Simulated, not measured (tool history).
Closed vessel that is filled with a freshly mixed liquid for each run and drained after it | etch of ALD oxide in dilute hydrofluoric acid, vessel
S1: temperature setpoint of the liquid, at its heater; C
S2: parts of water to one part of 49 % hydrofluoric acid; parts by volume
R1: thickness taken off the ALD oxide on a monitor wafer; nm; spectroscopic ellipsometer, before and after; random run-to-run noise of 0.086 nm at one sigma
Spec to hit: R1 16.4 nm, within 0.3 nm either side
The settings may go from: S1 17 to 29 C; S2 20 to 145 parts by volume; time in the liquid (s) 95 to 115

Run 1, hour 0: S1 21 C, S2 80 parts by volume, time in the liquid (s) 115. Result: R1 29.653 nm.
Run 2, hour 8.4: S1 20.5 C, S2 85 parts by volume, time in the liquid (s) 115. Result: R1 26.967 nm.
Run 3, hour 13: S1 20 C, S2 90 parts by volume, time in the liquid (s) 115. Result: R1 25.092 nm.
Run 4, hour 20.8: S1 20 C, S2 90 parts by volume, time in the liquid (s) 115. Result: R1 25.278 nm.
Run 5, hour 24: S1 21.5 C, S2 90 parts by volume, time in the liquid (s) 115. Result: R1 26.505 nm.
Run 6, hour 32.1: S1 21.5 C, S2 90 parts by volume, time in the liquid (s) 115. Result: R1 26.631 nm.
Run 7, hour 38.5: S1 21 C, S2 95 parts by volume, time in the liquid (s) 115. Result: R1 24.81 nm.
Run 8, hour 47.4: S1 17 C, S2 120 parts by volume, time in the liquid (s) 115. Result: R1 16.114 nm.

Of the 5 settings listed for the next run, only one would bring every result within its allowed miss of target. Which one?
Run A, hour 56.3: S1 17 C, S2 110 parts by volume, time in the liquid (s) 100. Result: R1 ?.
Run B, hour 56.3: S1 17 C, S2 100 parts by volume, time in the liquid (s) 95. Result: R1 ?.
Run C, hour 56.3: S1 17.5 C, S2 120 parts by volume, time in the liquid (s) 110. Result: R1 ?.
Run D, hour 56.3: S1 19.5 C, S2 125 parts by volume, time in the liquid (s) 105. Result: R1 ?.
Run E, hour 56.3: S1 17.5 C, S2 110 parts by volume, time in the liquid (s) 100. Result: R1 ?.

move      R1
   A  15.418
   B  16.279
   C  15.712
   D  15.549
   E  15.744
A: further off than the last run
B: in spec on every target
C: further off than the last run
D: further off than the last run
E: further off than the last run
The move that meets every target is B.

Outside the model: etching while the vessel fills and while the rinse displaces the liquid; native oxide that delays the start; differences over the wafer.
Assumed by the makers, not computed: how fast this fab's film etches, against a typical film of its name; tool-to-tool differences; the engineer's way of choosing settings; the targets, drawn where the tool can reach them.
